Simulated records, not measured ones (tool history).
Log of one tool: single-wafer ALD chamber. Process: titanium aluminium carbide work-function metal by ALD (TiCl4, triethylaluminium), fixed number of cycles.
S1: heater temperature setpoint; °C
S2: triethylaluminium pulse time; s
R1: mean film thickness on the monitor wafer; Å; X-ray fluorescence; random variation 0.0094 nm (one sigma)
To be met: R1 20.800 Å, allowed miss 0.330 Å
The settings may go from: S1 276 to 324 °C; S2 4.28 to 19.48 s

| run | day | S1 | S2 | R1 |
|---|---|---|---|---|
| 1 | 0.000 | 300 | 11.88 | 22.253 |
| 2 | 0.046 | 300 | 9.60 | 21.914 |
| 3 | 0.329 | 298 | 9.33 | 21.632 |
| 4 | 0.500 | 298 | 11.10 | 22.172 |
| 5 | 0.729 | 308 | 11.10 | 22.783 |
| 6 | 0.838 | 303 | 10.41 | 22.460 |
| 7 | 0.883 | 299 | 10.01 | 21.978 |
| 8 | 1.154 | 296 | 9.60 | 21.738 |
| 9 | 1.292 | 294 | 9.18 | 21.219 |
| 10 | 1.646 | 293 | 9.09 | 20.985 |
| 11 | 1.979 | 293 | 9.09 | 21.122 |

Which of these 5 next moves meets every target?
| A | 2.312 | 293 | 11.54 | ? |
| B | 2.312 | 299 | 8.70 | ? |
| C | 2.312 | 290 | 10.66 | ? |
| D | 2.312 | 288 | 9.16 | ? |
| E | 2.312 | 299 | 10.15 | ? |

| move | R1 |
|---|---|
| A | 21.804 |
| B | 21.636 |
| C | 21.407 |
| D | 20.879 |
| E | 22.063 |
A: further off than the last run
B: further off than the last run
C: further off than the last run
D: meets every target
E: further off than the last run
Move D is the one to make.
